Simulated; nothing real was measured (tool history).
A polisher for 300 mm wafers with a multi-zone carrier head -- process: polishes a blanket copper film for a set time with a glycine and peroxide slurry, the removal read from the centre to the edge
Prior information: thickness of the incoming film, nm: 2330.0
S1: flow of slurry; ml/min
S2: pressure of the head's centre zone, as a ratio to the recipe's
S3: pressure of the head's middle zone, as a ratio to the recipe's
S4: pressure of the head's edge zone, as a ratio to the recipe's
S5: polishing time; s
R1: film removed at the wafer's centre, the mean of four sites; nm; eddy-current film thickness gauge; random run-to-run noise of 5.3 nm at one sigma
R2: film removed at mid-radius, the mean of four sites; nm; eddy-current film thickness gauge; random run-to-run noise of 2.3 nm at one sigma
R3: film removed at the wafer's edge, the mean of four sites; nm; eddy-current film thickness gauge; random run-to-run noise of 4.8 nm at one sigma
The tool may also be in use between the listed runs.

run	day	S1	S2	S3	S4	S5	R1	R2	R3
1	0.000	135	1.00	1.00	1.00	44	280.19	278.47	273.80
2	0.246	135	1.00	1.00	1.00	34	218.71	218.08	220.43
3	0.412	135	1.00	1.03	1.00	34	214.84	222.76	220.81
4	0.738	145	1.04	1.01	1.04	37	248.27	239.54	238.57
5	0.942	145	1.00	1.01	1.04	37	243.60	242.57	243.14
6	1.275	145	1.00	1.01	0.97	37	241.40	241.45	237.47
7	1.500	155	1.02	0.97	0.99	40	269.72	257.23	262.40
8	1.654	165	1.05	0.95	1.00	42	297.87	263.82	272.97
9	1.783	170	1.07	0.93	1.01	44	320.41	275.19	291.88
10	1.862	175	1.09	0.92	1.02	45	333.52	280.60	294.36

Predict the results of run 11:
11	2.162	170	1.19	0.84	1.11	53	?	?	?

Logged for run 11: R1 422.71 nm, R2 308.53 nm, R3 364.85 nm.

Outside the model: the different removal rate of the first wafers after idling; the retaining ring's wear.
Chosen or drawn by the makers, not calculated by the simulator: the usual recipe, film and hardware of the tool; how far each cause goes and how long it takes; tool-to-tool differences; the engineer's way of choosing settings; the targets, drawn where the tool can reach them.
